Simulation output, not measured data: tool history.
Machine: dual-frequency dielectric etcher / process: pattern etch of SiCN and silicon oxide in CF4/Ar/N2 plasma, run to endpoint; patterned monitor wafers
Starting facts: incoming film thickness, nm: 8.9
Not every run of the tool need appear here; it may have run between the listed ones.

{"run": 1, "hour": 0.0, "source power (kW)": 0.6, "bias power (kW)": 0.065, "Ar flow (sccm)": 81, "CF4 flow (sccm)": 82, "endpoint time (s)": 7.5018}
{"run": 2, "hour": 6.8, "source power (kW)": 0.56, "bias power (kW)": 0.065, "Ar flow (sccm)": 81, "CF4 flow (sccm)": 82, "endpoint time (s)": 8.1081}
{"run": 3, "hour": 9.4, "source power (kW)": 0.6, "bias power (kW)": 0.065, "Ar flow (sccm)": 81, "CF4 flow (sccm)": 82, "endpoint time (s)": 7.6259}
{"run": 4, "hour": 10.5, "source power (kW)": 0.6, "bias power (kW)": 0.065, "Ar flow (sccm)": 81, "CF4 flow (sccm)": 92, "endpoint time (s)": 7.5214}
{"run": 5, "hour": 16.7, "source power (kW)": 0.6, "bias power (kW)": 0.065, "Ar flow (sccm)": 69, "CF4 flow (sccm)": 92, "endpoint time (s)": 7.3677}
{"run": 6, "hour": 19.1, "source power (kW)": 0.6, "bias power (kW)": 0.065, "Ar flow (sccm)": 58, "CF4 flow (sccm)": 92, "endpoint time (s)": 7.2429}
{"run": 7, "hour": 27.7, "source power (kW)": 0.65, "bias power (kW)": 0.066, "Ar flow (sccm)": 58, "CF4 flow (sccm)": 92, "endpoint time (s)": 6.5652}

Estimate the outcome of run 8 from the log above:
{"run": 8, "hour": 30.7, "source power (kW)": 0.77, "bias power (kW)": 0.068, "Ar flow (sccm)": 57, "CF4 flow (sccm)": 92, "endpoint time (s)": "?"}

{"run 8": {"endpoint time (s)": 5.3972}}
